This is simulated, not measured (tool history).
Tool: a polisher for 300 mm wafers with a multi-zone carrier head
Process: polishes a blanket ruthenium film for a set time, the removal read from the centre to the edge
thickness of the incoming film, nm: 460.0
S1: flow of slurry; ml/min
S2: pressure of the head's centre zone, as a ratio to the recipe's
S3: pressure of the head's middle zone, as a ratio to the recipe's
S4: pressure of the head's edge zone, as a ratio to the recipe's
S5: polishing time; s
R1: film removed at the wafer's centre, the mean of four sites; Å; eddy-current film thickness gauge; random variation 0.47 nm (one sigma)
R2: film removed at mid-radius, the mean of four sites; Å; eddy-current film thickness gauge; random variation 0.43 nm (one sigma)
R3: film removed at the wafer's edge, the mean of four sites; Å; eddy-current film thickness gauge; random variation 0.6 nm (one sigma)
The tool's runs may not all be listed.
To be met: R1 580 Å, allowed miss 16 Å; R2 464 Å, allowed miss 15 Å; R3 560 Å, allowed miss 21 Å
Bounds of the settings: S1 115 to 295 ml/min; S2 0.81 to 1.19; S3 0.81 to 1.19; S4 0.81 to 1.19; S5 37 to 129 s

run 1 day=0 | S1=190 S2=1 S3=1 S4=1 S5=83 | R1=856.27 R2=923.18 R3=898.35
run 2 day=0.258 | S1=180 S2=1.03 S3=0.95 S4=1.01 S5=72 | R1=768.77 R2=758.47 R3=796.24
run 3 day=0.35 | S1=170 S2=1.05 S3=0.91 S4=0.99 S5=65 | R1=705.87 R2=658.3 R3=689.2
run 4 day=0.562 | S1=170 S2=1 S3=0.91 S4=0.99 S5=65 | R1=666.28 R2=651.46 R3=701.23
run 5 day=0.612 | S1=170 S2=0.95 S3=0.91 S4=0.99 S5=65 | R1=639.16 R2=659 R3=703.42
run 6 day=0.975 | S1=170 S2=0.95 S3=0.99 S4=0.99 S5=65 | R1=638.65 R2=697.67 R3=701.34
run 7 day=1.258 | S1=155 S2=0.99 S3=0.94 S4=1 S5=60 | R1=606.15 R2=599.94 R3=635.74
run 8 day=1.283 | S1=120 S2=1.07 S3=0.84 S4=1.01 S5=55 | R1=568.86 R2=495.16 R3=573.26
run 9 day=1.529 | S1=120 S2=1.09 S3=0.83 S4=1.02 S5=54 | R1=551.58 R2=472.35 R3=564.14

5 next moves are on the table. One of them brings every result within its allowed miss. Which?
run A day=1.775 | S1=115 S2=1.07 S3=0.81 S4=1.05 S5=54 | R1=? R2=? R3=?
run B day=1.775 | S1=130 S2=1.03 S3=0.81 S4=1.13 S5=52 | R1=? R2=? R3=?
run C day=1.775 | S1=115 S2=1.08 S3=0.82 S4=1.15 S5=52 | R1=? R2=? R3=?
run D day=1.775 | S1=115 S2=1.14 S3=0.82 S4=1.03 S5=54 | R1=? R2=? R3=?
run E day=1.775 | S1=135 S2=1.06 S3=0.89 S4=0.96 S5=54 | R1=? R2=? R3=?

move=A R1=546.27 R2=466.82 R3=559.09
move=B R1=522.65 R2=460.72 R3=568.38
move=C R1=530.53 R2=453.96 R3=563.65
move=D R1=578.69 R2=471.38 R3=553.74
move=E R1=561.86 R2=520.66 R3=546.84
A: further off than the last run
B: further off than the last run
C: further off than the last run
D: meets every target
E: further off than the last run
Answer: D
